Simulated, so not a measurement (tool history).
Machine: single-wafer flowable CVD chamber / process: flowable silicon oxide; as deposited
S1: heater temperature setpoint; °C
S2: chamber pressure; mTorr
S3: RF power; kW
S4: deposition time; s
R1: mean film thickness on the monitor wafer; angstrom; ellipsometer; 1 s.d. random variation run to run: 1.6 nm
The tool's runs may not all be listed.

run  hour  S1    S2     S3   S4      R1
  1   0.0  90   991  2.420  350  3912.4
  2   5.5  90  1051  2.420  350  4139.0
  3  12.9  87  1052  2.420  350  4566.7
  4  15.7  87  1052  2.420  332  4335.5
  5  19.9  87  1052  2.420  332  4342.2
  6  26.2  84  1053  2.420  332  4800.5

What will run 7 give?
  7  34.2  82  1054  2.420  332   ?

R1: 5140.9 angstrom
